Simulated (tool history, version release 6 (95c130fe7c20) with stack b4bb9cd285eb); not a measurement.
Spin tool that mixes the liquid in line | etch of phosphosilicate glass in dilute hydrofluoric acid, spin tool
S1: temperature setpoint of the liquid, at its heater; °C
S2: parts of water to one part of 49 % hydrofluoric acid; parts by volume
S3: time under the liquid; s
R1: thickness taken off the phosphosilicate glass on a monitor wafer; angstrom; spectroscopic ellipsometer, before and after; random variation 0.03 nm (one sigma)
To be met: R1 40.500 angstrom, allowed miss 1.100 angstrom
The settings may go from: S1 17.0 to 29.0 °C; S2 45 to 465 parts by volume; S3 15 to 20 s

run 1 day=0.000 | S1=21.0 S2=255 S3=20 | R1=90.707
run 2 day=0.112 | S1=20.5 S2=275 S3=20 | R1=79.523
run 3 day=0.288 | S1=20.5 S2=325 S3=20 | R1=64.746
run 4 day=0.462 | S1=20.5 S2=235 S3=20 | R1=98.040
run 5 day=0.692 | S1=20.5 S2=165 S3=20 | R1=147.990
-- day=1.008 thermometer replaced
run 6 day=1.008 | S1=18.0 S2=165 S3=20 | R1=128.170
run 7 day=1.112 | S1=18.0 S2=200 S3=20 | R1=100.870
run 8 day=1.408 | S1=18.0 S2=225 S3=20 | R1=88.763
run 9 day=1.742 | S1=18.0 S2=245 S3=20 | R1=79.991
run 10 day=2.004 | S1=17.0 S2=350 S3=20 | R1=49.867
run 11 day=2.212 | S1=17.0 S2=355 S3=20 | R1=47.689
run 12 day=2.254 | S1=17.0 S2=360 S3=20 | R1=47.453
run 13 day=2.279 | S1=17.0 S2=365 S3=20 | R1=47.091

4 next moves are on the table. One of them brings every result within its allowed miss. Which?
run A day=2.304 | S1=17.0 S2=345 S3=15 | R1=?
run B day=2.304 | S1=18.0 S2=335 S3=15 | R1=?
run C day=2.304 | S1=17.0 S2=420 S3=20 | R1=?
run D day=2.304 | S1=17.0 S2=350 S3=15 | R1=?

move=A R1=37.866
move=B R1=40.795
move=C R1=39.100
move=D R1=37.175
A: takes the result that was furthest off past its target
B: meets every target
C: takes the result that was furthest off past its target
D: takes the result that was furthest off past its target
Move B is the one to make.
